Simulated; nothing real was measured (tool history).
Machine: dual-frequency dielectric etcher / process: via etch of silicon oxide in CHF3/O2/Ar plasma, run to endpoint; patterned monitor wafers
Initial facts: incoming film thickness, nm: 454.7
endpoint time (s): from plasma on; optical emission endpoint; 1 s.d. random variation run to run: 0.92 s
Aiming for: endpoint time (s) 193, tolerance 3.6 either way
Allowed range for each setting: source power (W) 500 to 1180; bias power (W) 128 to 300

{"run": 1, "hour": 0.0, "source power (W)": 840, "bias power (W)": 214, "endpoint time (s)": 176.15}
{"run": 2, "hour": 5.0, "source power (W)": 790, "bias power (W)": 212, "endpoint time (s)": 183.48}
{"run": 3, "hour": 8.5, "source power (W)": 850, "bias power (W)": 212, "endpoint time (s)": 178.27}
{"run": 4, "hour": 11.7, "source power (W)": 810, "bias power (W)": 210, "endpoint time (s)": 180.27}
{"run": 5, "hour": 12.9, "source power (W)": 810, "bias power (W)": 225, "endpoint time (s)": 176.67}
{"run": 6, "hour": 14.1, "source power (W)": 770, "bias power (W)": 223, "endpoint time (s)": 182.5}
{"run": 7, "hour": 17.7, "source power (W)": 750, "bias power (W)": 222, "endpoint time (s)": 183.79}
{"run": 8, "hour": 20.4, "source power (W)": 640, "bias power (W)": 216, "endpoint time (s)": 197.36}

Exercise: of the 4 proposed moves below, exactly one satisfies all targets within the stated allowed misses. Which move is it?
{"run": "A", "hour": 23.1, "source power (W)": 590, "bias power (W)": 234, "endpoint time (s)": "?"}
{"run": "B", "hour": 23.1, "source power (W)": 620, "bias power (W)": 221, "endpoint time (s)": "?"}
{"run": "C", "hour": 23.1, "source power (W)": 680, "bias power (W)": 221, "endpoint time (s)": "?"}
{"run": "D", "hour": 23.1, "source power (W)": 670, "bias power (W)": 193, "endpoint time (s)": "?"}

move=A endpoint_time_(s)=202.02
move=B endpoint_time_(s)=200.89
move=C endpoint_time_(s)=192.58
move=D endpoint_time_(s)=201.73
A: the biggest miss grows against the last run
B: the biggest miss grows against the last run
C: every result lands within tolerance
D: the biggest miss grows against the last run
The right move is C.
